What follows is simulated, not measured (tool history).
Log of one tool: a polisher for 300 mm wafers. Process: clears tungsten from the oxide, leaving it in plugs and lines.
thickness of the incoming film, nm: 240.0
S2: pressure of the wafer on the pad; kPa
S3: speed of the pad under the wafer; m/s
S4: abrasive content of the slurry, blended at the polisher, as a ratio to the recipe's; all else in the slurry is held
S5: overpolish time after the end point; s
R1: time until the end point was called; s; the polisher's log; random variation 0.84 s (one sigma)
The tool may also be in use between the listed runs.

run 1 day=0 | flow_of_slurry_(ml/min)=175 S2=18.6 S3=0.92 S4=1 S5=11 | R1=70.729
run 2 day=0.2 | flow_of_slurry_(ml/min)=175 S2=18.6 S3=0.92 S4=1 S5=8 | R1=72.214
run 3 day=0.367 | flow_of_slurry_(ml/min)=170 S2=17.2 S3=0.92 S4=1 S5=8 | R1=78.403
run 4 day=0.712 | flow_of_slurry_(ml/min)=170 S2=17.2 S3=0.92 S4=1 S5=11 | R1=77.222
run 5 day=1.067 | flow_of_slurry_(ml/min)=170 S2=17.2 S3=1 S4=1 S5=11 | R1=71.393
run 6 day=1.425 | flow_of_slurry_(ml/min)=190 S2=17.2 S3=1 S4=1 S5=11 | R1=69.988
run 7 day=1.696 | flow_of_slurry_(ml/min)=185 S2=15.9 S3=1 S4=1 S5=11 | R1=77.146
run 8 day=1.792 | flow_of_slurry_(ml/min)=185 S2=15.2 S3=1 S4=1 S5=11 | R1=80.71
run 9 day=1.875 | flow_of_slurry_(ml/min)=185 S2=15.2 S3=1 S4=1 S5=11 | R1=79.823
run 10 day=2.042 | flow_of_slurry_(ml/min)=180 S2=14.5 S3=1 S4=1 S5=11 | R1=82.747

The next listed run, before its measurement:
run 11 day=2.362 | flow_of_slurry_(ml/min)=180 S2=13.8 S3=1 S4=1 S5=11 | R1=?

R1: 87.25 s
